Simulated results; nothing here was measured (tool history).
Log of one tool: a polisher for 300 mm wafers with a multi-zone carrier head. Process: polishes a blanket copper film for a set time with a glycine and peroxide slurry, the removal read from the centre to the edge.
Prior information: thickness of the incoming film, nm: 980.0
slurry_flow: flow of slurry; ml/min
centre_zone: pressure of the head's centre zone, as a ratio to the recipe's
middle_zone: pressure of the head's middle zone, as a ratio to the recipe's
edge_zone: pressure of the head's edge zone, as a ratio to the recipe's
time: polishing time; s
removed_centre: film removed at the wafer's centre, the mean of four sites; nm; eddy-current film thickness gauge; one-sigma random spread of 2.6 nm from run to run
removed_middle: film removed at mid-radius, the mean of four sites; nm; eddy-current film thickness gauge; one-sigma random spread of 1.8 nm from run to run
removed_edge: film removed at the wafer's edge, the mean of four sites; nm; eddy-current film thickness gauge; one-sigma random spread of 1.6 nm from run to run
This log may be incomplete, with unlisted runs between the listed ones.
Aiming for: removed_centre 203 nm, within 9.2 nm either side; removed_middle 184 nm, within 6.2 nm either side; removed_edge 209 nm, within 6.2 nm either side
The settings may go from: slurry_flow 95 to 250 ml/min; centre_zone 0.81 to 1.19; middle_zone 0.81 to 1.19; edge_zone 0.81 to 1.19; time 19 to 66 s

Run 1, day 0: slurry_flow 160 ml/min, centre_zone 1, middle_zone 1, edge_zone 1, time 42 s. Result: removed_centre 266.37 nm, removed_middle 266.33 nm, removed_edge 264.26 nm.
Run 2, day 0.279: slurry_flow 160 ml/min, centre_zone 1, middle_zone 1.06, edge_zone 1, time 42 s. Result: removed_centre 269.77 nm, removed_middle 283.64 nm, removed_edge 263.8 nm.
Run 3, day 0.538: slurry_flow 160 ml/min, centre_zone 1, middle_zone 1.01, edge_zone 1, time 42 s. Result: removed_centre 266.93 nm, removed_middle 269.95 nm, removed_edge 261.44 nm.
Run 4, day 0.871: slurry_flow 155 ml/min, centre_zone 0.99, middle_zone 0.98, edge_zone 0.99, time 41 s. Result: removed_centre 258.66 nm, removed_middle 254.74 nm, removed_edge 254.06 nm.
Run 5, day 0.917: slurry_flow 155 ml/min, centre_zone 0.99, middle_zone 1.06, edge_zone 0.99, time 41 s. Result: removed_centre 259.95 nm, removed_middle 274.03 nm, removed_edge 253.56 nm.
Run 6, day 1.171: slurry_flow 155 ml/min, centre_zone 0.99, middle_zone 1.09, edge_zone 0.99, time 41 s. Result: removed_centre 254.53 nm, removed_middle 277.55 nm, removed_edge 254.93 nm.
Run 7, day 1.242: slurry_flow 145 ml/min, centre_zone 0.98, middle_zone 1.05, edge_zone 0.99, time 40 s. Result: removed_centre 245.01 nm, removed_middle 261.71 nm, removed_edge 242.24 nm.
Run 8, day 1.55: slurry_flow 120 ml/min, centre_zone 0.94, middle_zone 0.95, edge_zone 1.09, time 32 s. Result: removed_centre 177.12 nm, removed_middle 178.79 nm, removed_edge 199.45 nm.
Run 9, day 1.783: slurry_flow 125 ml/min, centre_zone 0.95, middle_zone 0.94, edge_zone 1.09, time 32 s. Result: removed_centre 178.3 nm, removed_middle 183.77 nm, removed_edge 203.32 nm.
Run 10, day 2.017: slurry_flow 130 ml/min, centre_zone 0.97, middle_zone 0.93, edge_zone 1.08, time 32 s. Result: removed_centre 188.94 nm, removed_middle 183.79 nm, removed_edge 201.64 nm.

Next run, 5 choices. One meets every target within its allowed miss, the rest don't. Which?
Run A, day 2.25: slurry_flow 135 ml/min, centre_zone 1.04, middle_zone 0.92, edge_zone 1.16, time 32 s. Result: removed_centre ?, removed_middle ?, removed_edge ?.
Run B, day 2.25: slurry_flow 100 ml/min, centre_zone 0.94, middle_zone 0.89, edge_zone 1.04, time 36 s. Result: removed_centre ?, removed_middle ?, removed_edge ?.
Run C, day 2.25: slurry_flow 135 ml/min, centre_zone 1.18, middle_zone 0.92, edge_zone 0.98, time 32 s. Result: removed_centre ?, removed_middle ?, removed_edge ?.
Run D, day 2.25: slurry_flow 150 ml/min, centre_zone 1.15, middle_zone 0.92, edge_zone 1.05, time 31 s. Result: removed_centre ?, removed_middle ?, removed_edge ?.
Run E, day 2.25: slurry_flow 100 ml/min, centre_zone 0.94, middle_zone 0.98, edge_zone 1.08, time 34 s. Result: removed_centre ?, removed_middle ?, removed_edge ?.

move  removed_centre  removed_middle  removed_edge
   A          201.25          185.57        205.94
   B          184.99          186.33        207.94
   C          228.54          185.48        191.26
   D          221.64          184.02        194.09
   E          174.82          190.71        199.41
A: all results land within tolerance of their targets
B: the biggest miss grows against the last run
C: pushes the last run's worst result past its target
D: pushes the last run's worst result past its target
E: the biggest miss grows against the last run
Go with A: it meets all targets.

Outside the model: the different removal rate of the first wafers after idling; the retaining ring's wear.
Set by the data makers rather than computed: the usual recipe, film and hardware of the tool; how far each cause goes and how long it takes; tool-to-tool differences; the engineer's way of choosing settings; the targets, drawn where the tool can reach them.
